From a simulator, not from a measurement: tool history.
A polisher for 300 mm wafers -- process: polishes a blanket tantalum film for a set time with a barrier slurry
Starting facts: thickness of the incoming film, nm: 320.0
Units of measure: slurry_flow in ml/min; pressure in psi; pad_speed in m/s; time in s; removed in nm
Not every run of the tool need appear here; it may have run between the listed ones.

run 1 day=0.000 | slurry_flow=165 pressure=2.1 pad_speed=1.26 slurry_solids=1.0 time=28 | removed=51.044
run 2 day=0.104 | slurry_flow=165 pressure=2.2 pad_speed=1.26 slurry_solids=1.0 time=28 | removed=54.250
run 3 day=0.183 | slurry_flow=165 pressure=2.3 pad_speed=1.26 slurry_solids=1.0 time=28 | removed=56.512
run 4 day=0.312 | slurry_flow=165 pressure=2.4 pad_speed=1.26 slurry_solids=1.0 time=28 | removed=59.018
run 5 day=0.500 | slurry_flow=165 pressure=2.4 pad_speed=1.26 slurry_solids=1.0 time=28 | removed=58.047
run 6 day=0.808 | slurry_flow=165 pressure=2.5 pad_speed=1.26 slurry_solids=1.0 time=28 | removed=61.179
run 7 day=1.004 | slurry_flow=165 pressure=2.6 pad_speed=1.26 slurry_solids=1.0 time=28 | removed=61.310

Forecast run 8:
run 8 day=1.158 | slurry_flow=165 pressure=2.6 pad_speed=1.26 slurry_solids=1.0 time=28 | removed=?

removed: 62.699 nm

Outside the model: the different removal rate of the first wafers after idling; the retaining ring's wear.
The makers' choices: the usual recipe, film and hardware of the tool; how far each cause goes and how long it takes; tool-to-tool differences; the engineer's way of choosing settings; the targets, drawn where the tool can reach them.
